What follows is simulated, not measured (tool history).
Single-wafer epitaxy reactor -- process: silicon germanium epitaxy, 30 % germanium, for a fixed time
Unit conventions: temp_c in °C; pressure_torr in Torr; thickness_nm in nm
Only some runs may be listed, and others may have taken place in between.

run 1 hour=0.0 | temp_c=615 pressure_torr=16.0 | thickness_nm=72.379
run 2 hour=2.3 | temp_c=625 pressure_torr=16.0 | thickness_nm=84.844
run 3 hour=10.2 | temp_c=619 pressure_torr=15.9 | thickness_nm=76.897
run 4 hour=16.5 | temp_c=619 pressure_torr=13.3 | thickness_nm=71.804
run 5 hour=17.5 | temp_c=629 pressure_torr=13.3 | thickness_nm=83.688
run 6 hour=24.9 | temp_c=623 pressure_torr=13.2 | thickness_nm=76.162

Expected results for the next run?
run 7 hour=32.7 | temp_c=618 pressure_torr=13.1 | thickness_nm=?

Run 7 measured thickness_nm 70.262 nm.
